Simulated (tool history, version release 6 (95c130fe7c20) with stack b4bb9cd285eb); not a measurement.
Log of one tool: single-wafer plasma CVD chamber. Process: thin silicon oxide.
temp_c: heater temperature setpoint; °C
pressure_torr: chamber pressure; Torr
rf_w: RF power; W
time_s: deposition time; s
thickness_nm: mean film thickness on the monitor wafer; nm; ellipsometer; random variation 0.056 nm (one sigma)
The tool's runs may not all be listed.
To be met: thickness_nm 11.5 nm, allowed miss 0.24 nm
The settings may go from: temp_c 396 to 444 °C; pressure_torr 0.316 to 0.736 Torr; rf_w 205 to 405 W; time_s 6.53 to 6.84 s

run,hour,temp_c,pressure_torr,rf_w,time_s,thickness_nm
1,0,420,0.526,305,6.84,8.4678
2,2.1,420,0.526,305,6.84,8.549
3,7.4,420,0.526,305,6.84,8.4381
4,15.2,420,0.563,305,6.84,9.0728
5,20.6,420,0.563,305,6.84,9.0455
6,29,420,0.563,345,6.84,9.3313
7,36.8,420,0.591,345,6.84,9.7622
8,42.3,420,0.614,345,6.84,10.124
9,49,420,0.633,345,6.84,10.476
10,52.1,420,0.647,345,6.84,10.794
11,58.3,420,0.656,345,6.84,10.827
12,60.9,420,0.665,345,6.84,10.947
13,64,420,0.673,345,6.84,11.057
14,65.8,420,0.679,345,6.84,11.217

4 next moves are on the table. One of them brings every result within its allowed miss. Which?
A,67.6,419,0.72,345,6.65,?
B,67.6,412,0.676,335,6.6,?
C,67.6,420,0.638,375,6.84,?
D,67.6,430,0.674,340,6.84,?

move,thickness_nm
A,11.497
B,10.707
C,10.784
D,10.975
A: meets every target
B: further off than the last run
C: further off than the last run
D: further off than the last run
The right move is A.

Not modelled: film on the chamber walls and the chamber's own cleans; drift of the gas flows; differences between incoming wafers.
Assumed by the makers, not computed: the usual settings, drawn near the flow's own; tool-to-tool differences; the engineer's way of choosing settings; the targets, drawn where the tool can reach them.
